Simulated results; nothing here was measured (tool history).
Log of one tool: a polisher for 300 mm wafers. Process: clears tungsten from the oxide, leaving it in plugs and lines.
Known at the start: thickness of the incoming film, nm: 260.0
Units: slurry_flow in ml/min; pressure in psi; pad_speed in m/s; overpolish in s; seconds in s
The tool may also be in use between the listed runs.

Run 1, hour 0: slurry_flow 160 ml/min, pressure 3.3 psi, pad_speed 0.84 m/s, slurry_solids 1, overpolish 16 s. Result: seconds 84.685 s.
Run 2, hour 4.1: slurry_flow 160 ml/min, pressure 3.3 psi, pad_speed 0.84 m/s, slurry_solids 1.1, overpolish 16 s. Result: seconds 83.705 s.
Run 3, hour 10.1: slurry_flow 160 ml/min, pressure 3.7 psi, pad_speed 0.84 m/s, slurry_solids 1.1, overpolish 16 s. Result: seconds 73.497 s.
Run 4, hour 13.8: slurry_flow 160 ml/min, pressure 4 psi, pad_speed 0.84 m/s, slurry_solids 1.1, overpolish 16 s. Result: seconds 69.976 s.
Run 5, hour 22.6: slurry_flow 160 ml/min, pressure 4 psi, pad_speed 0.84 m/s, slurry_solids 0.95, overpolish 16 s. Result: seconds 72.148 s.
Run 6, hour 30.9: slurry_flow 160 ml/min, pressure 4 psi, pad_speed 0.84 m/s, slurry_solids 1.15, overpolish 16 s. Result: seconds 66.957 s.
Run 7, hour 36.8: slurry_flow 160 ml/min, pressure 4.2 psi, pad_speed 0.84 m/s, slurry_solids 1.15, overpolish 16 s. Result: seconds 64.053 s.
Run 8, hour 41.3: slurry_flow 160 ml/min, pressure 4.4 psi, pad_speed 0.84 m/s, slurry_solids 1.15, overpolish 16 s. Result: seconds 61.824 s.

Run 9 comes next. What will it give?
Run 9, hour 47.6: slurry_flow 160 ml/min, pressure 4.6 psi, pad_speed 0.84 m/s, slurry_solids 1.15, overpolish 16 s. Result: seconds ?.

Run 9 gave seconds 59.386 s.
